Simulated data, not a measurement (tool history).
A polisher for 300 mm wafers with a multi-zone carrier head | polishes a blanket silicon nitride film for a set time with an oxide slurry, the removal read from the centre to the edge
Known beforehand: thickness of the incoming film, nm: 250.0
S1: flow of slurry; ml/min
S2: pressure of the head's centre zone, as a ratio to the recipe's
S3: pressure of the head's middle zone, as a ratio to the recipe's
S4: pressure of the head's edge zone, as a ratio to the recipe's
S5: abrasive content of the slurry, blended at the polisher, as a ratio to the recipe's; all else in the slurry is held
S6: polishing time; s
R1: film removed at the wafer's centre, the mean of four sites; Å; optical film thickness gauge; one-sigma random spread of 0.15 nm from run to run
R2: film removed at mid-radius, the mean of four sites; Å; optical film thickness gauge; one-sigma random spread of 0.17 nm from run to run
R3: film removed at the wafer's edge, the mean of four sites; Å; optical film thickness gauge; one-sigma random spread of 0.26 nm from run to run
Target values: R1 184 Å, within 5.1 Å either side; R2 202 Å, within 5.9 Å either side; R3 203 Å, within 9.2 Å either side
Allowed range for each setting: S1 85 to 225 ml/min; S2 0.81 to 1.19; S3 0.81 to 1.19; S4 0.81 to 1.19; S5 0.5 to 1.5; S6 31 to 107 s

| run | hour | S1 | S2 | S3 | S4 | S5 | S6 | R1 | R2 | R3 |
|---|---|---|---|---|---|---|---|---|---|---|
| 1 | 0 | 145 | 1 | 1 | 1 | 1 | 69 | 381.86 | 369.73 | 362.07 |
| 2 | 1.3 | 145 | 1.05 | 1 | 1 | 1 | 69 | 407.31 | 371.67 | 367.02 |
| 3 | 9.6 | 145 | 1.05 | 1 | 1 | 0.9 | 69 | 383.78 | 354.95 | 346.55 |
| 4 | 17.4 | 145 | 1 | 1 | 1 | 0.9 | 69 | 365.69 | 353.31 | 344.06 |
| 5 | 18.2 | 120 | 1 | 1 | 1 | 0.9 | 69 | 353.83 | 341.9 | 345.05 |
| 6 | 25.8 | 150 | 1 | 1 | 1 | 0.9 | 69 | 367.66 | 356.55 | 351.54 |
| 7 | 28.7 | 145 | 0.97 | 0.99 | 0.97 | 0.8 | 65 | 308.26 | 310.36 | 298.76 |
| 8 | 33.6 | 140 | 0.94 | 0.96 | 0.94 | 0.75 | 64 | 284.34 | 283.18 | 274.53 |
| 9 | 34.8 | 130 | 0.91 | 0.95 | 0.93 | 0.7 | 63 | 258.11 | 259.6 | 265.59 |
| 10 | 40.9 | 130 | 0.89 | 0.95 | 0.91 | 0.65 | 62 | 234.64 | 251.5 | 242.11 |
| 11 | 45.6 | 125 | 0.87 | 0.93 | 0.89 | 0.6 | 62 | 217.95 | 226.18 | 224.04 |
| 12 | 51.7 | 120 | 0.86 | 0.93 | 0.88 | 0.6 | 62 | 212.03 | 229.57 | 224.61 |
| 13 | 57.5 | 115 | 0.85 | 0.92 | 0.87 | 0.6 | 62 | 207.52 | 222.2 | 222.59 |
| 14 | 59.9 | 110 | 0.84 | 0.91 | 0.86 | 0.6 | 62 | 201.92 | 218.8 | 225.23 |
| 15 | 63.5 | 110 | 0.83 | 0.91 | 0.85 | 0.6 | 62 | 200.67 | 220.81 | 220.91 |
| 16 | 65.7 | 110 | 0.83 | 0.9 | 0.84 | 0.6 | 62 | 205.63 | 216.28 | 219.24 |
| 17 | 71.3 | 105 | 0.83 | 0.9 | 0.83 | 0.6 | 62 | 202.82 | 216.94 | 217.88 |

Of the 5 settings listed for the next run, only one would bring every result within its allowed miss of target. Which one?
| A | 76.9 | 125 | 0.88 | 1.13 | 0.81 | 0.5 | 62 | ? | ? | ? |
| B | 76.9 | 85 | 0.84 | 0.92 | 0.83 | 0.65 | 56 | ? | ? | ? |
| C | 76.9 | 155 | 1.01 | 1.02 | 0.81 | 0.5 | 64 | ? | ? | ? |
| D | 76.9 | 120 | 0.99 | 0.99 | 0.81 | 0.7 | 54 | ? | ? | ? |
| E | 76.9 | 125 | 0.83 | 0.81 | 0.82 | 0.6 | 59 | ? | ? | ? |

| move | R1 | R2 | R3 |
|---|---|---|---|
| A | 192.54 | 239.29 | 193.11 |
| B | 185.49 | 205.33 | 203.58 |
| C | 236.74 | 233.63 | 204.29 |
| D | 236.99 | 234 | 212.27 |
| E | 197 | 196.99 | 211.92 |
A: moves away from the targets compared with the last run
B: all results land within tolerance of their targets
C: moves away from the targets compared with the last run
D: moves away from the targets compared with the last run
E: closer than the last run, but not yet in spec
B is the move that brings every result within its allowed miss.

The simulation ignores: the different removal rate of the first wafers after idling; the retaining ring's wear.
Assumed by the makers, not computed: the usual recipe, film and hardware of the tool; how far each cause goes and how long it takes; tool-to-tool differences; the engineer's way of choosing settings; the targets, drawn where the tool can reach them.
